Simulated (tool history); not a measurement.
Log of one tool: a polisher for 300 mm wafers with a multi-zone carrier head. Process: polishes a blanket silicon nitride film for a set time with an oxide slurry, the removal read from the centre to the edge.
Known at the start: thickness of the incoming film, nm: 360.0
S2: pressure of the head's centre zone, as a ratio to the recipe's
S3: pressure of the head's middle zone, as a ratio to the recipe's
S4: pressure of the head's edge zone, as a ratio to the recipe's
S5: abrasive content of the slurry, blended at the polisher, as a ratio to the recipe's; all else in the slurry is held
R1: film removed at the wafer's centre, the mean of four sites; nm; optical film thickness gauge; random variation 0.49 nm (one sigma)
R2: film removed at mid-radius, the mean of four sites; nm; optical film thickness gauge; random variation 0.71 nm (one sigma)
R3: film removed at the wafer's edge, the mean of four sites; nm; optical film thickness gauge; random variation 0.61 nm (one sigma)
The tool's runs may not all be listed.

Run 1, hour 0: flow of slurry (ml/min) 140, S2 1, S3 1, S4 1, S5 1, polishing time (s) 81. Result: R1 66.343 nm, R2 66.713 nm, R3 66.213 nm.
Run 2, hour 3.4: flow of slurry (ml/min) 135, S2 0.98, S3 1, S4 0.96, S5 0.85, polishing time (s) 80. Result: R1 57.604 nm, R2 59.47 nm, R3 58.229 nm.
Run 3, hour 5.5: flow of slurry (ml/min) 135, S2 0.98, S3 1, S4 0.96, S5 0.85, polishing time (s) 96. Result: R1 69.194 nm, R2 71.756 nm, R3 72.177 nm.
Run 4, hour 10.6: flow of slurry (ml/min) 135, S2 0.98, S3 1, S4 0.99, S5 0.85, polishing time (s) 96. Result: R1 68.935 nm, R2 73.559 nm, R3 70.709 nm.
Run 5, hour 14: flow of slurry (ml/min) 135, S2 0.98, S3 1, S4 0.99, S5 0.7, polishing time (s) 96. Result: R1 58.666 nm, R2 61.686 nm, R3 62.375 nm.
Run 6, hour 22.2: flow of slurry (ml/min) 135, S2 0.98, S3 1, S4 0.99, S5 0.85, polishing time (s) 96. Result: R1 68.102 nm, R2 70.476 nm, R3 72.198 nm.
Run 7, hour 24.7: flow of slurry (ml/min) 140, S2 0.99, S3 1.01, S4 0.99, S5 0.75, polishing time (s) 92. Result: R1 60.619 nm, R2 63.866 nm, R3 63.107 nm.

The next listed run, before its measurement:
Run 8, hour 31.1: flow of slurry (ml/min) 140, S2 0.99, S3 0.99, S4 0.9, S5 0.5, polishing time (s) 84. Result: R1 ?, R2 ?, R3 ?.

{"run 8": {"R1": 36.921, "R2": 39.61, "R3": 36.786}}
